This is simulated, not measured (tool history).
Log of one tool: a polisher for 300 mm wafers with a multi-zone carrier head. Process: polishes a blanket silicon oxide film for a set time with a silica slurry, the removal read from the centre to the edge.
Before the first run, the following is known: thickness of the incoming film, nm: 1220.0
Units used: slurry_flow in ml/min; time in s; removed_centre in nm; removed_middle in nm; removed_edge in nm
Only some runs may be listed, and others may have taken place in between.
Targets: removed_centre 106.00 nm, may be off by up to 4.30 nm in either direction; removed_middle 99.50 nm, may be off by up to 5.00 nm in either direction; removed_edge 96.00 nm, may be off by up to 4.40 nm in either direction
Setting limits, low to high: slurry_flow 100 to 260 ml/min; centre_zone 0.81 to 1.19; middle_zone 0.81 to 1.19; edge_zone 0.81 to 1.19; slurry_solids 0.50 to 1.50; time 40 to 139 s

run 1 hour=0.0 | slurry_flow=165 centre_zone=1.00 middle_zone=1.00 edge_zone=1.00 slurry_solids=1.00 time=89 | removed_centre=227.51 removed_middle=223.05 removed_edge=224.38
run 2 hour=4.9 | slurry_flow=165 centre_zone=1.01 middle_zone=0.99 edge_zone=0.96 slurry_solids=0.85 time=72 | removed_centre=173.67 removed_middle=169.72 removed_edge=166.65
run 3 hour=11.7 | slurry_flow=165 centre_zone=1.02 middle_zone=0.97 edge_zone=0.93 slurry_solids=0.75 time=63 | removed_centre=146.02 removed_middle=135.39 removed_edge=136.16
run 4 hour=14.2 | slurry_flow=165 centre_zone=1.02 middle_zone=0.97 edge_zone=0.93 slurry_solids=0.95 time=63 | removed_centre=157.96 removed_middle=151.55 removed_edge=149.72
run 5 hour=18.9 | slurry_flow=165 centre_zone=1.01 middle_zone=0.97 edge_zone=0.90 slurry_solids=0.80 time=58 | removed_centre=136.85 removed_middle=128.53 removed_edge=127.36
run 6 hour=22.5 | slurry_flow=165 centre_zone=1.00 middle_zone=0.98 edge_zone=0.87 slurry_solids=0.70 time=56 | removed_centre=123.38 removed_middle=121.50 removed_edge=112.19
run 7 hour=25.0 | slurry_flow=155 centre_zone=0.99 middle_zone=0.95 edge_zone=0.85 slurry_solids=0.65 time=56 | removed_centre=113.52 removed_middle=111.43 removed_edge=108.51
run 8 hour=32.6 | slurry_flow=150 centre_zone=1.00 middle_zone=0.95 edge_zone=0.84 slurry_solids=0.60 time=56 | removed_centre=111.82 removed_middle=108.76 removed_edge=102.94
run 9 hour=34.1 | slurry_flow=145 centre_zone=1.01 middle_zone=0.94 edge_zone=0.83 slurry_solids=0.60 time=56 | removed_centre=110.32 removed_middle=105.53 removed_edge=104.04

Consider the 4 candidate settings below. Which is the only one whose results all fall within their allowed miss of target?
run A hour=35.6 | slurry_flow=125 centre_zone=1.05 middle_zone=0.99 edge_zone=0.88 slurry_solids=0.50 time=56 | removed_centre=? removed_middle=? removed_edge=?
run B hour=35.6 | slurry_flow=125 centre_zone=0.94 middle_zone=0.89 edge_zone=0.85 slurry_solids=0.65 time=59 | removed_centre=? removed_middle=? removed_edge=?
run C hour=35.6 | slurry_flow=130 centre_zone=0.93 middle_zone=0.97 edge_zone=0.83 slurry_solids=0.65 time=60 | removed_centre=? removed_middle=? removed_edge=?
run D hour=35.6 | slurry_flow=125 centre_zone=0.96 middle_zone=1.05 edge_zone=0.85 slurry_solids=0.60 time=58 | removed_centre=? removed_middle=? removed_edge=?

move=A removed_centre=105.82 removed_middle=100.51 removed_edge=97.23
move=B removed_centre=111.73 removed_middle=108.68 removed_edge=113.22
move=C removed_centre=113.41 removed_middle=119.65 removed_edge=114.40
move=D removed_centre=108.50 removed_middle=118.57 removed_edge=107.29
A: meets every target
B: misses by more than the last run did
C: misses by more than the last run did
D: misses by more than the last run did
So the answer is move A, the one that meets all the targets.
